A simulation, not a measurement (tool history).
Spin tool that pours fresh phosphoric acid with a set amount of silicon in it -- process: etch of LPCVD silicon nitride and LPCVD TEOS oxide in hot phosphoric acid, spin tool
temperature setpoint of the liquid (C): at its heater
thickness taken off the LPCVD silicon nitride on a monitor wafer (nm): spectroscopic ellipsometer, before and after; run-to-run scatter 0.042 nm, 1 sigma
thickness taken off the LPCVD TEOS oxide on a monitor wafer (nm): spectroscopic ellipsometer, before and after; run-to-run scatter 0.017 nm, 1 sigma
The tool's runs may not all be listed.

run  hour  temperature setpoint of the liquid (C)  silicon dissolved in the acid as it is poured (mg a litre)  time under the liquid (s)  thickness taken off the LPCVD silicon nitride on a monitor wafer (nm)  thickness taken off the LPCVD TEOS oxide on a monitor wafer (nm)
  1   0.0                                   161.0                                                         9.5                         70                                                                 6.8980                                                           0.21836
  2   4.6                                   161.0                                                         9.5                         80                                                                 7.8847                                                           0.21916
  3  11.0                                   160.0                                                         9.5                         75                                                                 7.0523                                                           0.20340
  4  15.2                                   160.0                                                        12.5                         75                                                                 7.0296                                                           0.21544
  5  18.6                                   158.5                                                        12.5                         75                                                                 6.7296                                                           0.16676
  6  24.6                                   158.5                                                        12.5                         70                                                                 6.2584                                                           0.18160
  7  31.1                                   158.0                                                        12.5                         70                                                                 6.2033                                                           0.15107

The next listed run, before its measurement:
  8  32.7                                   158.0                                                        13.0                         70                                                                      ?                                                                 ?

For run 8 the tool returned thickness taken off the LPCVD silicon nitride on a monitor wafer (nm) 6.1656, thickness taken off the LPCVD TEOS oxide on a monitor wafer (nm) 0.16220.
